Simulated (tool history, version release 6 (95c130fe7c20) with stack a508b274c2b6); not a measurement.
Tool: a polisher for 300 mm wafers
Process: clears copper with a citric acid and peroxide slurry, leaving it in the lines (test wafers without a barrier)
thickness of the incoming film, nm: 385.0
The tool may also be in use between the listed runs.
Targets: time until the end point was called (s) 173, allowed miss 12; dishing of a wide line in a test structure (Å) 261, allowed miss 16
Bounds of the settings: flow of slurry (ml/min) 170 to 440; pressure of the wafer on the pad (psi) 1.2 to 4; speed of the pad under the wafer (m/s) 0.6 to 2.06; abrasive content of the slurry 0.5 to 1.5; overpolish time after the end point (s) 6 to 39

| run | day | flow of slurry (ml/min) | pressure of the wafer on the pad (psi) | speed of the pad under the wafer (m/s) | abrasive content of the slurry | overpolish time after the end point (s) | time until the end point was called (s) | dishing of a wide line in a test structure (Å) |
|---|---|---|---|---|---|---|---|---|
| 1 | 0 | 280 | 2.6 | 1.32 | 1 | 20 | 192.24 | 329.95 |
| 2 | 0.121 | 280 | 2.6 | 1.32 | 1 | 19 | 189.63 | 318.3 |
| 3 | 0.358 | 280 | 2.6 | 1.32 | 1 | 18 | 184.47 | 300.55 |
| 4 | 0.421 | 280 | 2.6 | 1.32 | 1 | 17 | 194.13 | 285.79 |
| 5 | 0.55 | 280 | 2.6 | 1.32 | 1 | 10 | 179.77 | 176.01 |
| 6 | 0.854 | 280 | 2.6 | 1.32 | 1 | 6 | 184.75 | 108.64 |
| 7 | 0.95 | 280 | 2.6 | 1.32 | 1 | 8 | 190.49 | 143.75 |
| 8 | 1.142 | 280 | 2.6 | 1.32 | 1 | 9 | 190.46 | 152.55 |
| 9 | 1.192 | 280 | 2.9 | 1.32 | 1 | 19 | 161.98 | 338.12 |
| 10 | 1.45 | 280 | 2.9 | 1.3 | 1 | 18 | 168.19 | 329.19 |
| 11 | 1.708 | 280 | 2.9 | 1.3 | 1 | 17 | 176.96 | 305.96 |
| 12 | 2.067 | 280 | 3 | 1.32 | 1 | 12 | 164.91 | 237.03 |

5 next moves are on the table. One of them brings every result within its allowed miss. Which?
| A | 2.425 | 320 | 3 | 1.26 | 1.2 | 10 | ? | ? |
| B | 2.425 | 300 | 3 | 1.26 | 1.05 | 11 | ? | ? |
| C | 2.425 | 285 | 2.9 | 1.22 | 1.15 | 11 | ? | ? |
| D | 2.425 | 310 | 3 | 1.24 | 1 | 14 | ? | ? |
| E | 2.425 | 245 | 3 | 1.24 | 0.7 | 11 | ? | ? |

| move | time until the end point was called (s) | dishing of a wide line in a test structure (Å) |
|---|---|---|
| A | 160.39 | 205.65 |
| B | 165.16 | 218.49 |
| C | 173.2 | 209.02 |
| D | 168.22 | 267.4 |
| E | 182.43 | 199.39 |
A: further off than the last run
B: further off than the last run
C: further off than the last run
D: meets every target
E: further off than the last run
The right move is D.
